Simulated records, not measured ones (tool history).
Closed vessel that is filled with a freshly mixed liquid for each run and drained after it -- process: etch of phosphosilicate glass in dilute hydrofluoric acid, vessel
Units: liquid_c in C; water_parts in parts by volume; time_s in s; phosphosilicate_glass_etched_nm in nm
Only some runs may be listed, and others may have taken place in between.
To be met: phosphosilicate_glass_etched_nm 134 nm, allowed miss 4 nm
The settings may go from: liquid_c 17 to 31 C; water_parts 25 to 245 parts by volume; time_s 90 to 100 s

| run | hour | liquid_c | water_parts | time_s | phosphosilicate_glass_etched_nm |
|---|---|---|---|---|---|
| 1 | 0 | 23 | 135 | 90 | 64.004 |
| 2 | 6.1 | 23 | 175 | 90 | 46.634 |
| 3 | 9.5 | 23 | 160 | 90 | 52.043 |
| 4 | 12.7 | 25.5 | 160 | 90 | 57.764 |
| 5 | 14.3 | 26.5 | 145 | 90 | 67.211 |
| 6 | 18.3 | 27 | 135 | 90 | 74.808 |
| 7 | 24.5 | 27.5 | 125 | 90 | 83.052 |
|  | 30.6 | hydrofluoric acid flow meter replaced |
| 8 | 30.6 | 27.5 | 125 | 90 | 89.107 |
| 9 | 37.6 | 28 | 120 | 90 | 95.766 |
| 10 | 40.4 | 28 | 120 | 90 | 94.881 |
| 11 | 47.9 | 28.5 | 115 | 90 | 102.3 |
| 12 | 56.5 | 29 | 110 | 90 | 109.75 |

Of the 4 settings listed for the next run, only one would bring every result within its allowed miss of target. Which one?
| A | 65.1 | 28 | 105 | 100 | ? |
| B | 65.1 | 23 | 115 | 90 | ? |
| C | 65.1 | 25 | 85 | 90 | ? |
| D | 65.1 | 28.5 | 100 | 100 | ? |

| move | phosphosilicate_glass_etched_nm |
|---|---|
| A | 123.72 |
| B | 82.701 |
| C | 125.66 |
| D | 133.3 |
A: nearer the targets than the last run, but a result is still out of spec
B: lands further from the targets than the last run did
C: nearer the targets than the last run, but a result is still out of spec
D: every result lands within tolerance
Answer: D
